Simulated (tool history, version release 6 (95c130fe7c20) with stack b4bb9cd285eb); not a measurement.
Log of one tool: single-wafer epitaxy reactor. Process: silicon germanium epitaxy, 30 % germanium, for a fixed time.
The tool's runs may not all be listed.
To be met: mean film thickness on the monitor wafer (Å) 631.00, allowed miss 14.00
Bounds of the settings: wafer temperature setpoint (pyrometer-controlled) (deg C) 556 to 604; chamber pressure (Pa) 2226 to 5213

run	hour	wafer temperature setpoint (pyrometer-controlled) (deg C)	chamber pressure (Pa)	mean film thickness on the monitor wafer (Å)
1	0.0	580	3720	461.00
2	3.9	580	3973	478.14
3	12.4	582	3986	487.96
4	20.4	574	3986	426.12
5	22.5	577	4000	451.74
6	23.7	582	4000	494.01
7	28.7	584	4013	516.64
8	33.5	586	4026	535.67
9	39.4	587	4026	541.32
10	41.7	588	4026	562.51
11	44.1	589	4026	567.04
12	50.5	590	4026	576.99
13	51.6	591	4026	587.52
14	59.1	591	4026	589.65
15	66.3	592	4026	596.63

5 next moves are on the table. One of them brings every result within its allowed miss. Which?
A	73.5	603	3320	?
B	73.5	600	3506	?
C	73.5	593	3826	?
D	73.5	598	3440	?
E	73.5	598	4000	?

move	mean film thickness on the monitor wafer (Å)
A	678.82
B	656.18
C	596.46
D	628.24
E	664.68
A: takes the result that was furthest off past its target
B: takes the result that was furthest off past its target
C: as far off as the last run
D: meets every target
E: takes the result that was furthest off past its target
Answer: D
